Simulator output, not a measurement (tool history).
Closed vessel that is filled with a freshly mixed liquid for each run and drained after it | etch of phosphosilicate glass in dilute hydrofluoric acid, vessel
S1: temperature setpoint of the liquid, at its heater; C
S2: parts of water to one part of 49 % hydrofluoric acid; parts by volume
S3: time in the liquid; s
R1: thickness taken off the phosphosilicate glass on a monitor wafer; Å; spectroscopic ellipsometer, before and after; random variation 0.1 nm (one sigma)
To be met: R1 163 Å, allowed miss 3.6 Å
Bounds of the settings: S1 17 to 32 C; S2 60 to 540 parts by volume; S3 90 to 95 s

run 1 hour=0 | S1=24 S2=300 S3=90 | R1=318.24
run 2 hour=0.5 | S1=22 S2=330 S3=90 | R1=263.69
run 3 hour=5.8 | S1=20.5 S2=350 S3=90 | R1=231.69
run 4 hour=10.4 | S1=22 S2=350 S3=90 | R1=244.3
run 5 hour=11.1 | S1=24 S2=350 S3=90 | R1=265.91
run 6 hour=18.8 | S1=24 S2=290 S3=90 | R1=337.89
run 7 hour=23.1 | S1=22 S2=325 S3=90 | R1=268.94
run 8 hour=30.7 | S1=20.5 S2=345 S3=90 | R1=238.03
run 9 hour=32.8 | S1=20.5 S2=345 S3=90 | R1=237.23

Which of these 5 next moves meets every target?
run A hour=34.9 | S1=24 S2=255 S3=95 | R1=?
run B hour=34.9 | S1=18.5 S2=360 S3=90 | R1=?
run C hour=34.9 | S1=17 S2=415 S3=90 | R1=?
run D hour=34.9 | S1=17.5 S2=280 S3=95 | R1=?
run E hour=34.9 | S1=24 S2=290 S3=95 | R1=?

move=A R1=417.82
move=B R1=209.16
move=C R1=164.55
move=D R1=292.57
move=E R1=354.78
A: further off than the last run
B: nearer than the last run, and not there yet
C: meets every target
D: further off than the last run
E: further off than the last run
Answer: C
